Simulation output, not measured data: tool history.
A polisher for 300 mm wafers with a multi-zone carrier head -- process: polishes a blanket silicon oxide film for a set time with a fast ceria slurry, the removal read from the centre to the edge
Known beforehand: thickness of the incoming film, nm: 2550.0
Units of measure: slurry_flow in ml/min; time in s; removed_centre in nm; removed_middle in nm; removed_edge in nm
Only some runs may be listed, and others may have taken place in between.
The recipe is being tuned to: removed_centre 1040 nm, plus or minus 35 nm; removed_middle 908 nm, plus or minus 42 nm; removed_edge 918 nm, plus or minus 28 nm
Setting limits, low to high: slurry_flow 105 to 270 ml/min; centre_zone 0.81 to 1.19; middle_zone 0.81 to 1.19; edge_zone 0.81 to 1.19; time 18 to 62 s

{"run": 1, "hour": 0.0, "slurry_flow": 175, "centre_zone": 1, "middle_zone": 1, "edge_zone": 1, "time": 40, "removed_centre": 919.86, "removed_middle": 1060.3, "removed_edge": 1031.3}
{"run": 2, "hour": 5.0, "slurry_flow": 175, "centre_zone": 1.03, "middle_zone": 0.98, "edge_zone": 0.97, "time": 40, "removed_centre": 981.27, "removed_middle": 1059.3, "removed_edge": 1035.9}
{"run": 3, "hour": 12.0, "slurry_flow": 175, "centre_zone": 1.03, "middle_zone": 0.98, "edge_zone": 1.03, "time": 40, "removed_centre": 947.23, "removed_middle": 1043.9, "removed_edge": 1072.8}
{"run": 4, "hour": 18.1, "slurry_flow": 145, "centre_zone": 1.03, "middle_zone": 0.98, "edge_zone": 1.03, "time": 40, "removed_centre": 939.82, "removed_middle": 1025.3, "removed_edge": 1044.2}
{"run": 5, "hour": 25.1, "slurry_flow": 140, "centre_zone": 1.05, "middle_zone": 0.96, "edge_zone": 1, "time": 39, "removed_centre": 943.78, "removed_middle": 954.95, "removed_edge": 994.97}
{"run": 6, "hour": 26.0, "slurry_flow": 140, "centre_zone": 1.05, "middle_zone": 1.02, "edge_zone": 1, "time": 39, "removed_centre": 925.95, "removed_middle": 1021.1, "removed_edge": 998.76}
{"run": 7, "hour": 27.6, "slurry_flow": 135, "centre_zone": 1.07, "middle_zone": 1.01, "edge_zone": 0.98, "time": 39, "removed_centre": 941.35, "removed_middle": 1003.4, "removed_edge": 980.81}
{"run": 8, "hour": 35.4, "slurry_flow": 135, "centre_zone": 1.09, "middle_zone": 1, "edge_zone": 0.96, "time": 39, "removed_centre": 961.36, "removed_middle": 995.1, "removed_edge": 968.66}
{"run": 9, "hour": 36.9, "slurry_flow": 130, "centre_zone": 1.11, "middle_zone": 0.99, "edge_zone": 0.95, "time": 39, "removed_centre": 967.68, "removed_middle": 1015.3, "removed_edge": 961.68}
{"run": 10, "hour": 37.9, "slurry_flow": 125, "centre_zone": 1.13, "middle_zone": 0.96, "edge_zone": 0.94, "time": 39, "removed_centre": 973.79, "removed_middle": 966.73, "removed_edge": 949.28}
{"run": 11, "hour": 46.5, "slurry_flow": 125, "centre_zone": 1.14, "middle_zone": 0.94, "edge_zone": 0.92, "time": 39, "removed_centre": 992.19, "removed_middle": 950.74, "removed_edge": 966.17}
{"run": 12, "hour": 54.7, "slurry_flow": 125, "centre_zone": 1.15, "middle_zone": 0.93, "edge_zone": 0.9, "time": 39, "removed_centre": 985.63, "removed_middle": 903.82, "removed_edge": 928.82}

Which of these 4 next moves meets every target?
{"run": "A", "hour": 62.9, "slurry_flow": 110, "centre_zone": 1.19, "middle_zone": 0.9, "edge_zone": 0.85, "time": 40, "removed_centre": "?", "removed_middle": "?", "removed_edge": "?"}
{"run": "B", "hour": 62.9, "slurry_flow": 175, "centre_zone": 1.12, "middle_zone": 0.92, "edge_zone": 0.93, "time": 37, "removed_centre": "?", "removed_middle": "?", "removed_edge": "?"}
{"run": "C", "hour": 62.9, "slurry_flow": 105, "centre_zone": 1.12, "middle_zone": 0.91, "edge_zone": 0.88, "time": 38, "removed_centre": "?", "removed_middle": "?", "removed_edge": "?"}
{"run": "D", "hour": 62.9, "slurry_flow": 130, "centre_zone": 1.15, "middle_zone": 0.97, "edge_zone": 1.03, "time": 36, "removed_centre": "?", "removed_middle": "?", "removed_edge": "?"}

move=A removed_centre=1041.2 removed_middle=919.4 removed_edge=922.31
move=B removed_centre=972.87 removed_middle=923.12 removed_edge=930.13
move=C removed_centre=922.8 removed_middle=875.65 removed_edge=885.57
move=D removed_centre=930.57 removed_middle=902.31 removed_edge=922.94
A: every result lands within tolerance
B: the biggest miss grows against the last run
C: the biggest miss grows against the last run
D: the biggest miss grows against the last run
Answer: A

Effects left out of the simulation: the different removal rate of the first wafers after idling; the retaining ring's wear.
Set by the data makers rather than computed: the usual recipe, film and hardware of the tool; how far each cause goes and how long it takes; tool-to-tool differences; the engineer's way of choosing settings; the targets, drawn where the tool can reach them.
